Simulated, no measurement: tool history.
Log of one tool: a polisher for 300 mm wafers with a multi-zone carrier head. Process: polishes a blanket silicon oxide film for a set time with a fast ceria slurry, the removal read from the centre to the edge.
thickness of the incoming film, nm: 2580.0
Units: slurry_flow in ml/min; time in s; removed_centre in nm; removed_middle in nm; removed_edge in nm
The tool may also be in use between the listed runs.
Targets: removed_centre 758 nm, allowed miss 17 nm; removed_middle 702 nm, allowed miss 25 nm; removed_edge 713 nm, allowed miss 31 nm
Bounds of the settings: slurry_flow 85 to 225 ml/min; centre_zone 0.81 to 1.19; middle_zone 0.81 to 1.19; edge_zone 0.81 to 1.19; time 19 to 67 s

run  hour  slurry_flow  centre_zone  middle_zone  edge_zone  time  removed_centre  removed_middle  removed_edge
  1     0          145            1            1          1    43          663.93           643.5        667.05
  2   2.2          160         1.01            1          1    43          679.24          666.97        658.41
  3   8.7          160         1.01            1          1    51          810.71          795.63        788.73
  4  14.3          150         1.01         0.99       0.97    51          802.69          776.85        765.47
  5  17.9          150         1.01         1.07       0.97    51          807.76           820.2        759.33
  6  25.9          150         1.05         1.07       0.97    51          835.73          839.39         782.8
  7  30.7          140         1.04         1.04       0.95    51          813.79          797.43        768.21
  8  39.7          130         1.04         1.02       0.92    51          801.34          753.29        724.93
  9  42.2          120         1.04         1.02       0.92    51          788.46          767.52        731.53
 10  48.1          115         1.04            1       0.92    51          775.95          736.72        741.96

Which of these 5 next moves meets every target?
  A    54          110         1.07         1.01       0.98    49               ?               ?             ?
  B    54          110         0.98         1.13       0.89    52               ?               ?             ?
  C    54          135         0.97         1.07       0.86    50               ?               ?             ?
  D    54          145         1.03         1.02       0.87    49               ?               ?             ?
  E    54          135         1.08         1.02       0.88    50               ?               ?             ?

move  removed_centre  removed_middle  removed_edge
   A          761.16          717.67        727.07
   B           742.8           838.6         743.6
   C          743.12          803.93        728.85
   D           783.3          766.54         724.6
   E          823.89          771.44        735.24
A: meets every target
B: further off than the last run
C: further off than the last run
D: further off than the last run
E: further off than the last run
Move A is the one to make.
